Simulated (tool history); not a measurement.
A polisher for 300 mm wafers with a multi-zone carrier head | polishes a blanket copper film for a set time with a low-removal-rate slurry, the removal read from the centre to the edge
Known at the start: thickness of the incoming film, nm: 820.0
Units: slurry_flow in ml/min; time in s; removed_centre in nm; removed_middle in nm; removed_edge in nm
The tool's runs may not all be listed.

| run | hour | slurry_flow | centre_zone | middle_zone | edge_zone | slurry_solids | time | removed_centre | removed_middle | removed_edge |
|---|---|---|---|---|---|---|---|---|---|---|
| 1 | 0 | 250 | 1 | 1 | 1 | 1 | 62 | 108.36 | 111.07 | 112.77 |
| 2 | 3.9 | 250 | 1 | 1 | 1 | 0.85 | 62 | 107.63 | 106.86 | 109.77 |
| 3 | 9.1 | 260 | 1.02 | 1 | 1.01 | 0.9 | 63 | 113.99 | 111.64 | 113.78 |
| 4 | 11.8 | 260 | 1.09 | 1 | 1.01 | 0.9 | 63 | 121.61 | 110.5 | 113.4 |
| 5 | 19.9 | 270 | 1.1 | 1 | 1.02 | 0.95 | 64 | 124.27 | 113.98 | 117.03 |
| 6 | 28.3 | 270 | 1.1 | 1.07 | 1.02 | 0.95 | 64 | 124.94 | 120.86 | 115.77 |
| 7 | 36.1 | 335 | 1.19 | 1.03 | 1.12 | 1.2 | 69 | 154.62 | 134.51 | 139.1 |
| 8 | 42.1 | 335 | 1.19 | 1.03 | 1.12 | 1.25 | 69 | 155.61 | 134.73 | 142.3 |
| 9 | 44.4 | 340 | 1.19 | 1.03 | 1.11 | 1.25 | 69 | 158.05 | 136.33 | 141.56 |
| 10 | 53.1 | 345 | 1.19 | 1.03 | 1.11 | 1.25 | 69 | 154.96 | 136.57 | 140.98 |

Run 11 comes next. What will it give?
| 11 | 56.5 | 335 | 1.19 | 1.03 | 1.1 | 1.25 | 69 | ? | ? | ? |

Run 11 gave removed_centre 156.84 nm, removed_middle 134.62 nm, removed_edge 141 nm.
